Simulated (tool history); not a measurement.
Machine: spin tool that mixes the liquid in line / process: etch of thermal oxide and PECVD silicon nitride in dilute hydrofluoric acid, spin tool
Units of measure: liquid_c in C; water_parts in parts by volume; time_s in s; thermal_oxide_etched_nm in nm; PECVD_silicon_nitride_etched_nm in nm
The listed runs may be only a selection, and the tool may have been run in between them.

run,hour,liquid_c,water_parts,time_s,thermal_oxide_etched_nm,PECVD_silicon_nitride_etched_nm
1,0.0,23.0,105,180,7.6007,4.3296
2,5.8,23.0,100,180,8.1002,4.5253
3,13.2,23.0,95,180,8.5429,4.8176
4,20.7,25.5,95,180,9.4961,5.7246
5,23.0,25.5,75,180,12.1280,7.0849
6,25.4,25.5,75,230,15.7930,9.0888
7,33.1,24.5,80,230,13.9120,8.0758

What will run 8 give?
8,39.7,23.5,85,230,?,?

thermal_oxide_etched_nm: 12.6400 nm
PECVD_silicon_nitride_etched_nm: 6.9368 nm

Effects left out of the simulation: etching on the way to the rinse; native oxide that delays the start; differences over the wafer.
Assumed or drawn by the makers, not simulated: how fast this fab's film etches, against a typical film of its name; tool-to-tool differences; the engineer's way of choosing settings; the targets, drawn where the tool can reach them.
